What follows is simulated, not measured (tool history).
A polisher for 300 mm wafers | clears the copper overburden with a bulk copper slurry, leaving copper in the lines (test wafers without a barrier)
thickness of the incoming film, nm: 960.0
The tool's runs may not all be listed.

run    day  flow of slurry (ml/min)  pressure of the wafer on the pad (kPa)  speed of the pad under the wafer (cm/s)  abrasive content of the slurry  overpolish time after the end point (s)  time until the end point was called (s)  dishing of a wide line in a test structure (Å)
  1      0                      220                                    20.7                                       94                               1                                       13                                   91.737                                          687.61
  2  0.204                      220                                    20.7                                       80                               1                                       13                                   107.89                                          651.12
  3  0.508                      220                                    20.7                                       80                             0.8                                       13                                   109.35                                          630.33
  4  0.554                      220                                    20.7                                       80                             0.9                                       13                                   106.12                                          624.67
  5  0.588                      260                                    20.7                                       80                             0.9                                       13                                   104.72                                          638.62
  6  0.879                      275                                    19.3                                       94                             0.8                                       11                                   98.957                                          594.26
  7  1.138                      290                                    18.6                                      106                            0.75                                        9                                   91.823                                          544.49
  8    1.5                      300                                    17.9                                      114                             0.7                                        8                                   92.415                                          509.24
  9  1.579                      310                                    17.9                                      120                             0.7                                        7                                   88.709                                          476.57
 10  1.608                      315                                    17.9                                      126                            0.85                                        6                                   80.879                                          447.79
 11  1.817                      320                                    17.9                                      128                             0.9                                        6                                   77.628                                          459.44
 12  1.933                      325                                    17.9                                      132                               1                                        6                                   74.846                                          487.08
 13  2.162                      330                                    17.9                                      136                             0.9                                        6                                   71.255                                          494.93
 14  2.429                      340                                    16.5                                      146                            0.65                                        4                                     78.5                                          331.46

Run 15 comes next. What will it give?
 15  2.562                      340                                    17.2                                      146                            0.65                                        4                                        ?                                               ?

time until the end point was called (s): 75.806
dishing of a wide line in a test structure (Å): 351.77
